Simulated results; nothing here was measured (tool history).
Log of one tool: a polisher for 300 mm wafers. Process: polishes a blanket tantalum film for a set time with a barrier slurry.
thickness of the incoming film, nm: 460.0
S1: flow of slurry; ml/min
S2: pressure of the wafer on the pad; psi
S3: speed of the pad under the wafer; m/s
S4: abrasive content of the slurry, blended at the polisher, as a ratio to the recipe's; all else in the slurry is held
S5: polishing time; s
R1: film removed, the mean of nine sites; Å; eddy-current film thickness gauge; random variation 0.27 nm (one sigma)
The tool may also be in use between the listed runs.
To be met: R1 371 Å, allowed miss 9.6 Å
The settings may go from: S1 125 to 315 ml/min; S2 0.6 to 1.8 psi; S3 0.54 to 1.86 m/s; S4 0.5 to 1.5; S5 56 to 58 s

run,hour,S1,S2,S3,S4,S5,R1
1,0,205,1.2,1.18,1,56,556.01
2,0.7,205,1.2,1.18,1,56,563.61
3,4.7,205,0.9,1.18,1,56,473.26
4,11,205,0.9,1.38,1,56,552.06
5,18.2,205,0.9,1.34,1,56,532
6,20.9,175,0.9,1.34,1,56,525.29
7,26.3,175,0.9,1.32,1,56,521.71
8,27.1,175,0.9,1.3,1,56,504.84
9,29.7,175,0.9,1.28,1,56,504
10,37.1,160,0.6,1.22,1,56,387.8
11,43.9,160,0.6,1.22,1,56,390.76

Which of these 5 next moves meets every target?
A,50.7,155,0.7,1.26,0.9,58,?
B,50.7,140,0.8,1.06,0.9,56,?
C,50.7,155,0.6,1.34,0.9,56,?
D,50.7,180,0.7,1.1,0.95,58,?
E,50.7,170,0.7,1.16,1,56,?

move,R1
A,432.34
B,378
C,410.79
D,396.84
E,407
A: further off than the last run
B: meets every target
C: further off than the last run
D: further off than the last run
E: further off than the last run
Answer: B
